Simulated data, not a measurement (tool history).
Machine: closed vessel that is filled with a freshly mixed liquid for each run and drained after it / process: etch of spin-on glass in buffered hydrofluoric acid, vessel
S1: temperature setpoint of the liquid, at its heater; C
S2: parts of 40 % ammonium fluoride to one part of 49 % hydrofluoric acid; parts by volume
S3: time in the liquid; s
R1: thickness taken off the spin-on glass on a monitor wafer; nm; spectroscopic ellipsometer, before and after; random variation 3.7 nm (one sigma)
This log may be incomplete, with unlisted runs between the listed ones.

| run | hour | S1 | S2 | S3 | R1 |
|---|---|---|---|---|---|
| 1 | 0.0 | 25.0 | 7.5 | 95 | 742.53 |
| 2 | 7.6 | 25.0 | 7.5 | 95 | 751.83 |
| 3 | 9.7 | 25.0 | 9.0 | 95 | 612.39 |
| 4 | 18.7 | 25.0 | 9.0 | 100 | 641.31 |
| 5 | 23.5 | 26.0 | 9.0 | 100 | 683.11 |
| 6 | 29.0 | 29.0 | 9.0 | 100 | 796.95 |

Estimate the outcome of run 7 from the log above:
| 7 | 34.3 | 29.5 | 9.0 | 100 | ? |

Run 7 gave R1 822.83 nm.

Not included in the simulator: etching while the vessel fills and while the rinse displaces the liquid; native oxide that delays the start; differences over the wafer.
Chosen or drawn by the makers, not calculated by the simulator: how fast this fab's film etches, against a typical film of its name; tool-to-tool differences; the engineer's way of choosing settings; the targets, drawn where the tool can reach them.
